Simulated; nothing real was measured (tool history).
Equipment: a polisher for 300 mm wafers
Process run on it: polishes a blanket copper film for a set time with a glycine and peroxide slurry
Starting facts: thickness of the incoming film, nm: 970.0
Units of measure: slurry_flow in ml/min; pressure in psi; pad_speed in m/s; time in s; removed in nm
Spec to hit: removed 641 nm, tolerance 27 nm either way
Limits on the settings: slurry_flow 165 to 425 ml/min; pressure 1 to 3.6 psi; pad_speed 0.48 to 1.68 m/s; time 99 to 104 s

run,day,slurry_flow,pressure,pad_speed,time,removed
1,0,275,2.3,1.08,99,454.13
2,0.258,225,2.3,1.08,99,448.55
3,0.546,225,2.6,1.1,99,478.7
4,0.833,225,2.9,1.14,99,525.46
5,1.125,225,2.9,1.28,99,571.65
6,1.475,225,2.9,1.28,99,585.12
7,1.608,225,3,1.28,99,599.26
8,1.688,225,3.1,1.28,99,603.57

Next run, 5 choices. One meets every target within its allowed miss, the rest don't. Which?
A,1.767,220,2.7,1.4,104,?
B,1.767,255,3.6,1.34,99,?
C,1.767,250,3,1.4,104,?
D,1.767,295,2.7,1.46,104,?
E,1.767,195,3.2,1.5,102,?

move,removed
A,641.45
B,722.22
C,696.54
D,687.03
E,733.31
A: in spec on every target
B: carries the result that was furthest off beyond its target, to the other side
C: carries the result that was furthest off beyond its target, to the other side
D: carries the result that was furthest off beyond its target, to the other side
E: carries the result that was furthest off beyond its target, to the other side
Go with A: it meets all targets.

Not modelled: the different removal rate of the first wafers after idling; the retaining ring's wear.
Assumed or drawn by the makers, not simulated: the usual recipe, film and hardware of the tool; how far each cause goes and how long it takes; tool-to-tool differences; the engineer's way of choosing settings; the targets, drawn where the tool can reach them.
